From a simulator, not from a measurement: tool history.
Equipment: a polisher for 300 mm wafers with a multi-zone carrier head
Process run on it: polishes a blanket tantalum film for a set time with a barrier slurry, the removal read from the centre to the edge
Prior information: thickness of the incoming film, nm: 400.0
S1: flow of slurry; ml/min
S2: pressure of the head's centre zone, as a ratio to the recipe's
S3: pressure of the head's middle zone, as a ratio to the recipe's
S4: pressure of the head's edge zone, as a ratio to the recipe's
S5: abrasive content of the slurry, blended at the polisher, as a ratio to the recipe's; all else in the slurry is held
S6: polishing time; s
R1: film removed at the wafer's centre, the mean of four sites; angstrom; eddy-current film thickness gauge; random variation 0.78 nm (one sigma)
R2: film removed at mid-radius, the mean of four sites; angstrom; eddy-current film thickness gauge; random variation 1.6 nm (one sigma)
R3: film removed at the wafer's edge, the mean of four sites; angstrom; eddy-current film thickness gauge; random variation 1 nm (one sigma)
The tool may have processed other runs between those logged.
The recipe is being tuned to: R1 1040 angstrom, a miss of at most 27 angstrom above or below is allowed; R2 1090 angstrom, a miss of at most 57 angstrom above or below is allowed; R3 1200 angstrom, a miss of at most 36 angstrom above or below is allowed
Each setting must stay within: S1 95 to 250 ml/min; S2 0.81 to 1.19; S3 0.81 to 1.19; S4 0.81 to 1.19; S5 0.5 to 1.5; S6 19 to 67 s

Run 1, hour 0: S1 160 ml/min, S2 1, S3 1, S4 1, S5 1, S6 43 s. Result: R1 969.96 angstrom, R2 988.53 angstrom, R3 1006.9 angstrom.
Run 2, hour 6.5: S1 165 ml/min, S2 1, S3 1, S4 1.02, S5 1, S6 43 s. Result: R1 974.33 angstrom, R2 980.11 angstrom, R3 1037.4 angstrom.
Run 3, hour 14.2: S1 165 ml/min, S2 1, S3 1, S4 1.02, S5 0.85, S6 43 s. Result: R1 919.62 angstrom, R2 908.07 angstrom, R3 987.82 angstrom.
Run 4, hour 18.9: S1 165 ml/min, S2 1, S3 1, S4 1.05, S5 0.85, S6 43 s. Result: R1 913.85 angstrom, R2 942.39 angstrom, R3 978.9 angstrom.
Run 5, hour 23.9: S1 165 ml/min, S2 0.94, S3 1, S4 1.05, S5 0.85, S6 43 s. Result: R1 871.82 angstrom, R2 938.9 angstrom, R3 1002.9 angstrom.
Run 6, hour 27.7: S1 170 ml/min, S2 0.94, S3 1, S4 1.06, S5 0.85, S6 43 s. Result: R1 877.08 angstrom, R2 940.9 angstrom, R3 999.23 angstrom.
Run 7, hour 32.3: S1 175 ml/min, S2 0.94, S3 0.99, S4 1.07, S5 0.9, S6 43 s. Result: R1 889.76 angstrom, R2 944.93 angstrom, R3 1031.5 angstrom.
Run 8, hour 40.2: S1 180 ml/min, S2 0.94, S3 0.99, S4 1.08, S5 0.9, S6 43 s. Result: R1 885.98 angstrom, R2 978.71 angstrom, R3 1047.1 angstrom.
Run 9, hour 43.6: S1 185 ml/min, S2 0.95, S3 0.98, S4 1.09, S5 0.9, S6 43 s. Result: R1 920.2 angstrom, R2 940.99 angstrom, R3 1038.7 angstrom.
Run 10, hour 46.1: S1 190 ml/min, S2 0.95, S3 0.98, S4 1.1, S5 0.9, S6 43 s. Result: R1 922.04 angstrom, R2 954.6 angstrom, R3 1045.4 angstrom.
Run 11, hour 52.7: S1 190 ml/min, S2 0.95, S3 0.98, S4 1.11, S5 0.95, S6 43 s. Result: R1 926.23 angstrom, R2 969.75 angstrom, R3 1059.6 angstrom.
Run 12, hour 54.9: S1 195 ml/min, S2 0.95, S3 0.98, S4 1.11, S5 1, S6 43 s. Result: R1 965.75 angstrom, R2 975.72 angstrom, R3 1094.2 angstrom.
Run 13, hour 59: S1 195 ml/min, S2 0.95, S3 0.98, S4 1.11, S5 1, S6 43 s. Result: R1 946.27 angstrom, R2 1004.4 angstrom, R3 1096.7 angstrom.
Run 14, hour 67.9: S1 200 ml/min, S2 0.95, S3 0.98, S4 1.12, S5 1, S6 43 s. Result: R1 954.42 angstrom, R2 989.83 angstrom, R3 1110.6 angstrom.

5 next moves are on the table. One of them brings every result within its allowed miss. Which?
Run A, hour 76.8: S1 195 ml/min, S2 0.89, S3 1.01, S4 1.19, S5 1.2, S6 39 s. Result: R1 ?, R2 ?, R3 ?.
Run B, hour 76.8: S1 215 ml/min, S2 0.85, S3 1.09, S4 1.17, S5 1.05, S6 48 s. Result: R1 ?, R2 ?, R3 ?.
Run C, hour 76.8: S1 195 ml/min, S2 0.9, S3 1.01, S4 1.11, S5 1.05, S6 49 s. Result: R1 ?, R2 ?, R3 ?.
Run D, hour 76.8: S1 200 ml/min, S2 1.04, S3 1.01, S4 0.99, S5 0.9, S6 48 s. Result: R1 ?, R2 ?, R3 ?.
Run E, hour 76.8: S1 150 ml/min, S2 0.96, S3 0.98, S4 1.09, S5 0.85, S6 51 s. Result: R1 ?, R2 ?, R3 ?.

move      R1      R2      R3
   A  852.52  978.55    1083
   B   978.7  1253.2  1282.4
   C  1042.6  1183.4  1263.4
   D  1127.9  1105.5    1115
   E  1030.9  1074.3  1179.4
A: its largest miss is bigger than the last run's
B: better than the last run, though not everything is in spec
C: brings the last run's worst result on target, with another outside its allowed miss
D: pushes the last run's worst result past its target
E: all results in spec
E meets every target.
